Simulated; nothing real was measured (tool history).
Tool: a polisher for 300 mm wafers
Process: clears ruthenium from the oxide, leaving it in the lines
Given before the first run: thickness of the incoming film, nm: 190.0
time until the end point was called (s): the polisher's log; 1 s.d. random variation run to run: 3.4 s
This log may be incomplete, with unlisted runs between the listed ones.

| run | day | flow of slurry (ml/min) | pressure of the wafer on the pad (kPa) | speed of the pad under the wafer (cm/s) | overpolish time after the end point (s) | time until the end point was called (s) |
|---|---|---|---|---|---|---|
| 1 | 0 | 310 | 15.2 | 118 | 42 | 110.47 |
| 2 | 0.046 | 310 | 15.2 | 88 | 42 | 135.22 |
| 3 | 0.083 | 310 | 13.8 | 86 | 42 | 148.27 |
| 4 | 0.129 | 340 | 13.8 | 86 | 42 | 149.34 |
| 5 | 0.321 | 340 | 12.4 | 84 | 42 | 166.04 |
| 6 | 0.562 | 340 | 12.4 | 84 | 45 | 160.93 |

Predict the results of run 7:
|  | 0.762 | head pressure recalibrated |
| 7 | 0.762 | 340 | 11.7 | 82 | 45 | ? |

{"run 7": {"time until the end point was called (s)": 165.15}}
